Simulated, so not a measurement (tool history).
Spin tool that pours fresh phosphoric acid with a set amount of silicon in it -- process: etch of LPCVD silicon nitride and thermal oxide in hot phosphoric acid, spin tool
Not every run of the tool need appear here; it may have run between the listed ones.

| run | hour | temperature setpoint of the liquid (C) | silicon dissolved in the acid as it is poured (mg a litre) | time under the liquid (s) | thickness taken off the LPCVD silicon nitride on a monitor wafer (angstrom) | thickness taken off the thermal oxide on a monitor wafer (angstrom) |
|---|---|---|---|---|---|---|
| 1 | 0 | 164 | 28 | 180 | 205.89 | 3.369 |
| 2 | 3.5 | 164 | 35.5 | 180 | 204.98 | 2.5671 |
| 3 | 4.7 | 163 | 35.5 | 180 | 197.97 | 2.5165 |
| 4 | 5.2 | 164.5 | 27 | 190 | 218.71 | 4.1638 |
| 5 | 13.7 | 164.5 | 34.5 | 190 | 219.15 | 3.5312 |
| 6 | 17.1 | 165.5 | 31 | 195 | 233.82 | 3.422 |
| 7 | 23.9 | 166 | 23 | 200 | 244.14 | 4.7227 |
| 8 | 26.3 | 166.5 | 17 | 205 | 252.85 | 6.6087 |
| 9 | 27.4 | 167 | 14 | 210 | 263.99 | 7.714 |

Run 10, settings as shown, results not yet in. Your forecast:
| 10 | 32.7 | 167 | 12 | 210 | ? | ? |

{"run 10": {"thickness taken off the LPCVD silicon nitride on a monitor wafer (angstrom)": 264.94, "thickness taken off the thermal oxide on a monitor wafer (angstrom)": 8.4434}}
